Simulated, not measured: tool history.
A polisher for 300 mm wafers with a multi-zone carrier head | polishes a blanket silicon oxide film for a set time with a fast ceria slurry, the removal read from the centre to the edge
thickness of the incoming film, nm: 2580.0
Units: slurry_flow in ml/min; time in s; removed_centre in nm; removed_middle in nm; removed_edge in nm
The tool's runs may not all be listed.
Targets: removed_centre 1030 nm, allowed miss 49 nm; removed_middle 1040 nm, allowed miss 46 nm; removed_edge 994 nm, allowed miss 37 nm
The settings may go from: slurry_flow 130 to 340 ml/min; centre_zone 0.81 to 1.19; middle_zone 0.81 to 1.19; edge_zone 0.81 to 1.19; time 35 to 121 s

{"run": 1, "hour": 0.0, "slurry_flow": 220, "centre_zone": 1, "middle_zone": 1, "edge_zone": 1, "time": 78, "removed_centre": 773.88, "removed_middle": 786.63, "removed_edge": 788.06}
{"run": 2, "hour": 1.5, "slurry_flow": 225, "centre_zone": 1.02, "middle_zone": 1.02, "edge_zone": 1.02, "time": 81, "removed_centre": 826.02, "removed_middle": 825.71, "removed_edge": 836.77}
{"run": 3, "hour": 5.9, "slurry_flow": 225, "centre_zone": 1.08, "middle_zone": 1.02, "edge_zone": 1.02, "time": 81, "removed_centre": 879.55, "removed_middle": 840.28, "removed_edge": 835.24}
{"run": 4, "hour": 6.5, "slurry_flow": 225, "centre_zone": 1.08, "middle_zone": 0.98, "edge_zone": 1.02, "time": 81, "removed_centre": 865.62, "removed_middle": 826.22, "removed_edge": 838.12}
{"run": 5, "hour": 11.6, "slurry_flow": 225, "centre_zone": 1.08, "middle_zone": 0.93, "edge_zone": 1.02, "time": 81, "removed_centre": 865.78, "removed_middle": 781.16, "removed_edge": 854.67}
{"run": 6, "hour": 13.0, "slurry_flow": 225, "centre_zone": 1.08, "middle_zone": 0.99, "edge_zone": 1.02, "time": 81, "removed_centre": 890.9, "removed_middle": 806.61, "removed_edge": 818.22}
{"run": 7, "hour": 18.6, "slurry_flow": 230, "centre_zone": 1.07, "middle_zone": 1.02, "edge_zone": 1.04, "time": 84, "removed_centre": 898.18, "removed_middle": 861.03, "removed_edge": 876.2}
{"run": 8, "hour": 19.8, "slurry_flow": 235, "centre_zone": 1.07, "middle_zone": 1.04, "edge_zone": 1.05, "time": 86, "removed_centre": 946.66, "removed_middle": 917.14, "removed_edge": 901.11}
{"run": 9, "hour": 20.8, "slurry_flow": 240, "centre_zone": 1.07, "middle_zone": 1.05, "edge_zone": 1.07, "time": 87, "removed_centre": 937.72, "removed_middle": 936.43, "removed_edge": 894.67}

4 next moves are on the table. One of them brings every result within its allowed miss. Which?
{"run": "A", "hour": 21.8, "slurry_flow": 280, "centre_zone": 1.06, "middle_zone": 1.14, "edge_zone": 1.05, "time": 98, "removed_centre": "?", "removed_middle": "?", "removed_edge": "?"}
{"run": "B", "hour": 21.8, "slurry_flow": 195, "centre_zone": 1.01, "middle_zone": 0.95, "edge_zone": 1.1, "time": 95, "removed_centre": "?", "removed_middle": "?", "removed_edge": "?"}
{"run": "C", "hour": 21.8, "slurry_flow": 270, "centre_zone": 1.05, "middle_zone": 1.08, "edge_zone": 1.05, "time": 94, "removed_centre": "?", "removed_middle": "?", "removed_edge": "?"}
{"run": "D", "hour": 21.8, "slurry_flow": 265, "centre_zone": 1.02, "middle_zone": 0.88, "edge_zone": 1.15, "time": 92, "removed_centre": "?", "removed_middle": "?", "removed_edge": "?"}

move=A removed_centre=1078.4 removed_middle=1151.5 removed_edge=1041.5
move=B removed_centre=951.75 removed_middle=928.33 removed_edge=1005
move=C removed_centre=1020.3 removed_middle=1054 removed_edge=997.04
move=D removed_centre=967.11 removed_middle=877.69 removed_edge=1022.9
A: takes the result that was furthest off past its target
B: brings the result that was furthest off to its target, and leaves another outside
C: meets every target
D: brings the result that was furthest off to its target, and leaves another outside
The right move is C.
